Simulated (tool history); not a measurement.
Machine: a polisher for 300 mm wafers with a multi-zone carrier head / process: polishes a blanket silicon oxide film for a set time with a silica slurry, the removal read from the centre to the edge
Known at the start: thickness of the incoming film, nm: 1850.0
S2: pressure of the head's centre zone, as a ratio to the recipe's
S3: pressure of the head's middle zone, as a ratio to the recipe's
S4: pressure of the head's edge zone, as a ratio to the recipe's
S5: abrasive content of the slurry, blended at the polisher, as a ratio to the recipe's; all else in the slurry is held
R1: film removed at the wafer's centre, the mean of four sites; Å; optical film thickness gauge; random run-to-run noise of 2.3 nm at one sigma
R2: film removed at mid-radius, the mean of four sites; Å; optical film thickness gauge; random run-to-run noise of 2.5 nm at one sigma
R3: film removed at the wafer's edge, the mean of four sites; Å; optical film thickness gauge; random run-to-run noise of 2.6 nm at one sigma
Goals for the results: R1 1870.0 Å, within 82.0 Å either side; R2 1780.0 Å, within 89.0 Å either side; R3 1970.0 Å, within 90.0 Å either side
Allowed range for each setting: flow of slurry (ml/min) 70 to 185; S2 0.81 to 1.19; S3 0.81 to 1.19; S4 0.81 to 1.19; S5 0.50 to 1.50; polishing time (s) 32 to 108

Run 1, hour 0.0: flow of slurry (ml/min) 120, S2 1.00, S3 1.00, S4 1.00, S5 1.00, polishing time (s) 70. Result: R1 1159.7 Å, R2 1109.1 Å, R3 1158.6 Å.
Run 2, hour 2.5: flow of slurry (ml/min) 120, S2 1.00, S3 1.00, S4 0.95, S5 1.00, polishing time (s) 70. Result: R1 1168.8 Å, R2 1145.1 Å, R3 1136.1 Å.
Run 3, hour 4.5: flow of slurry (ml/min) 125, S2 1.00, S3 1.01, S4 0.99, S5 1.15, polishing time (s) 74. Result: R1 1332.4 Å, R2 1392.5 Å, R3 1347.8 Å.
Run 4, hour 11.4: flow of slurry (ml/min) 125, S2 1.04, S3 1.01, S4 0.99, S5 1.15, polishing time (s) 74. Result: R1 1380.0 Å, R2 1340.5 Å, R3 1335.7 Å.
Run 5, hour 19.5: flow of slurry (ml/min) 130, S2 1.05, S3 1.00, S4 1.03, S5 1.25, polishing time (s) 76. Result: R1 1547.1 Å, R2 1403.2 Å, R3 1455.3 Å.
Run 6, hour 24.3: flow of slurry (ml/min) 130, S2 1.05, S3 1.00, S4 1.03, S5 1.25, polishing time (s) 62. Result: R1 1234.3 Å, R2 1168.4 Å, R3 1181.7 Å.
Run 7, hour 28.6: flow of slurry (ml/min) 130, S2 1.04, S3 1.00, S4 1.06, S5 1.30, polishing time (s) 68. Result: R1 1371.7 Å, R2 1346.4 Å, R3 1332.0 Å.
Run 8, hour 37.6: flow of slurry (ml/min) 125, S2 1.03, S3 0.97, S4 1.08, S5 1.35, polishing time (s) 73. Result: R1 1492.1 Å, R2 1413.0 Å, R3 1522.4 Å.
Run 9, hour 46.4: flow of slurry (ml/min) 130, S2 1.03, S3 0.97, S4 1.09, S5 1.40, polishing time (s) 75. Result: R1 1566.9 Å, R2 1502.6 Å, R3 1553.3 Å.
Run 10, hour 54.1: flow of slurry (ml/min) 120, S2 1.03, S3 0.97, S4 1.10, S5 1.45, polishing time (s) 78. Result: R1 1615.8 Å, R2 1497.0 Å, R3 1675.4 Å.

Consider the 4 candidate settings below. Which is the only one whose results all fall within their allowed miss of target?
Run A, hour 61.8: flow of slurry (ml/min) 95, S2 1.00, S3 0.93, S4 1.05, S5 1.20, polishing time (s) 108. Result: R1 ?, R2 ?, R3 ?.
Run B, hour 61.8: flow of slurry (ml/min) 110, S2 0.86, S3 1.00, S4 1.15, S5 1.50, polishing time (s) 97. Result: R1 ?, R2 ?, R3 ?.
Run C, hour 61.8: flow of slurry (ml/min) 125, S2 0.84, S3 1.01, S4 1.15, S5 1.45, polishing time (s) 98. Result: R1 ?, R2 ?, R3 ?.
Run D, hour 61.8: flow of slurry (ml/min) 105, S2 0.87, S3 1.01, S4 1.16, S5 1.45, polishing time (s) 101. Result: R1 ?, R2 ?, R3 ?.

move      R1      R2      R3
   A  1861.3  1743.4  1940.5
   B  1686.2  1889.6  2084.7
   C  1701.7  1952.9  2121.7
   D  1725.5  1926.4  2131.0
A: every result lands within tolerance
B: takes the biggest miss from the last run beyond its target
C: takes the biggest miss from the last run beyond its target
D: takes the biggest miss from the last run beyond its target
A is the move that brings every result within its allowed miss.
